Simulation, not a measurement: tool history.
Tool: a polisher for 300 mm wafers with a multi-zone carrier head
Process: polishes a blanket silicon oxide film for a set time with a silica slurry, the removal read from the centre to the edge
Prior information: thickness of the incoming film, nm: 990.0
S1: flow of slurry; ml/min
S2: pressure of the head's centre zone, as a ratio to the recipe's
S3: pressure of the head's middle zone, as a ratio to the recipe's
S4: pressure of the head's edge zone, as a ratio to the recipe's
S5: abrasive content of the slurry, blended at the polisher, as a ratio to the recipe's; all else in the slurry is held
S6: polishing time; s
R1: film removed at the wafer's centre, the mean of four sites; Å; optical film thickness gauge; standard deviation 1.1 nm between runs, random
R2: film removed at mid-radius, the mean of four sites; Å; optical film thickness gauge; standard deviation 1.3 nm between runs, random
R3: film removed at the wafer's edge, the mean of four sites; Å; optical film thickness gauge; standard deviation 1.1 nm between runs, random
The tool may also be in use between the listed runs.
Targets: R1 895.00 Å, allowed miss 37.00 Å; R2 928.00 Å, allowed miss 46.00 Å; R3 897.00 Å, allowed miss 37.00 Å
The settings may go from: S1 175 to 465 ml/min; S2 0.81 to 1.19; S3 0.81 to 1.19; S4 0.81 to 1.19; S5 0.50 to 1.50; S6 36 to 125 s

run,hour,S1,S2,S3,S4,S5,S6,R1,R2,R3
1,0.0,295,1.00,1.00,1.00,1.00,80,1567.10,1592.30,1538.30
2,2.9,295,0.99,0.99,0.99,0.95,77,1487.60,1417.20,1456.40
3,8.0,295,0.99,0.99,0.99,0.95,89,1681.50,1653.80,1670.90
4,12.8,295,0.98,1.01,0.98,0.90,84,1565.50,1590.30,1508.90
5,15.7,290,0.96,1.01,0.98,0.85,81,1388.50,1435.50,1423.30
6,18.5,290,0.96,1.01,0.92,0.85,81,1405.70,1464.70,1375.30
7,19.5,280,0.90,0.92,0.87,0.60,59,776.73,783.93,788.91
8,27.1,285,0.91,0.93,0.88,0.60,59,782.80,784.01,801.55
9,34.4,285,0.92,0.95,0.89,0.60,59,797.28,797.62,803.61
10,37.7,285,0.92,0.95,0.89,0.60,59,791.62,827.99,803.21
11,40.1,285,0.93,0.95,0.90,0.60,59,796.81,791.51,804.25
12,48.2,290,0.93,0.96,0.91,0.60,59,794.91,816.30,794.89

Of the 5 settings listed for the next run, only one would bring every result within its allowed miss of target. Which one?
A,56.3,290,0.93,0.99,0.92,0.70,59,?,?,?
B,56.3,345,0.97,1.00,0.83,0.50,56,?,?,?
C,56.3,225,1.01,0.81,0.95,0.65,62,?,?,?
D,56.3,300,1.19,1.18,0.81,0.55,54,?,?,?
E,56.3,270,0.95,0.83,0.94,0.55,66,?,?,?

move,R1,R2,R3
A,902.98,913.00,891.59
B,703.81,693.28,638.15
C,927.63,748.15,885.15
D,850.27,819.43,648.84
E,855.68,736.53,844.58
A: hits every target within its allowed miss
B: misses by more than the last run did
C: puts the biggest miss on target and leaves a different result outside tolerance
D: misses by more than the last run did
E: misses by more than the last run did
A is the move that brings every result within its allowed miss.
